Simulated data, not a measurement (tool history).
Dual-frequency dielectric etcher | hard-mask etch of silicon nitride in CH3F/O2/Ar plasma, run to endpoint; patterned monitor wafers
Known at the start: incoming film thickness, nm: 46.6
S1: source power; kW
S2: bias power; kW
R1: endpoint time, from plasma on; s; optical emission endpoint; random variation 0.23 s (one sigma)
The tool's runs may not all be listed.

run 1 hour=0 | S1=0.46 S2=0.061 | R1=71.461
run 2 hour=1.9 | S1=0.46 S2=0.056 | R1=72.925
run 3 hour=9.7 | S1=0.46 S2=0.063 | R1=71.266
run 4 hour=11.6 | S1=0.48 S2=0.064 | R1=69.552
run 5 hour=14.1 | S1=0.49 S2=0.064 | R1=68.518
run 6 hour=20.1 | S1=0.5 S2=0.064 | R1=68.333
run 7 hour=28.2 | S1=0.51 S2=0.064 | R1=67.466
run 8 hour=32.6 | S1=0.52 S2=0.064 | R1=67.12

The next listed run, before its measurement:
run 9 hour=35.3 | S1=0.53 S2=0.064 | R1=?

R1: 65.975 s

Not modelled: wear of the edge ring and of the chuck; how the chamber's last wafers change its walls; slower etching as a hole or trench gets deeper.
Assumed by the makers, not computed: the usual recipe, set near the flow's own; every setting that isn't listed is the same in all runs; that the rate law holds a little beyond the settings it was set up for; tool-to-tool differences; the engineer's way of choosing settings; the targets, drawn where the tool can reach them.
